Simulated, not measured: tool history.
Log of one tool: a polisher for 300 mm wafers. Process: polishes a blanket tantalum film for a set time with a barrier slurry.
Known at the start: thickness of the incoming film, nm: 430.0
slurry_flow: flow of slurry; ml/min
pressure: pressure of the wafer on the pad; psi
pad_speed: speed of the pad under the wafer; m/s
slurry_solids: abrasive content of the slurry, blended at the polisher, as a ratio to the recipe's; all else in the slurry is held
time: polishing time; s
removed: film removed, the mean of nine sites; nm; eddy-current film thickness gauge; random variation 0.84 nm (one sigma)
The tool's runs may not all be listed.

{"run": 1, "hour": 0.0, "slurry_flow": 275, "pressure": 2.5, "pad_speed": 0.9, "slurry_solids": 1, "time": 47, "removed": 78.859}
{"run": 2, "hour": 6.1, "slurry_flow": 275, "pressure": 2.4, "pad_speed": 0.9, "slurry_solids": 1, "time": 47, "removed": 75.78}
{"run": 3, "hour": 8.4, "slurry_flow": 275, "pressure": 2.3, "pad_speed": 0.9, "slurry_solids": 1, "time": 47, "removed": 75.637}
{"run": 4, "hour": 12.7, "slurry_flow": 275, "pressure": 2.3, "pad_speed": 0.9, "slurry_solids": 1.2, "time": 47, "removed": 77.621}
{"run": 5, "hour": 20.2, "slurry_flow": 275, "pressure": 2.2, "pad_speed": 0.9, "slurry_solids": 1.2, "time": 47, "removed": 76.44}
{"run": 6, "hour": 22.0, "slurry_flow": 275, "pressure": 2.1, "pad_speed": 0.9, "slurry_solids": 1.2, "time": 47, "removed": 72.235}
{"run": 7, "hour": 30.1, "slurry_flow": 275, "pressure": 2, "pad_speed": 0.9, "slurry_solids": 1.2, "time": 47, "removed": 70.469}

Run 8 comes next. What will it give?
{"run": 8, "hour": 31.5, "slurry_flow": 275, "pressure": 1.9, "pad_speed": 0.9, "slurry_solids": 1.2, "time": 47, "removed": "?"}

removed: 65.643 nm
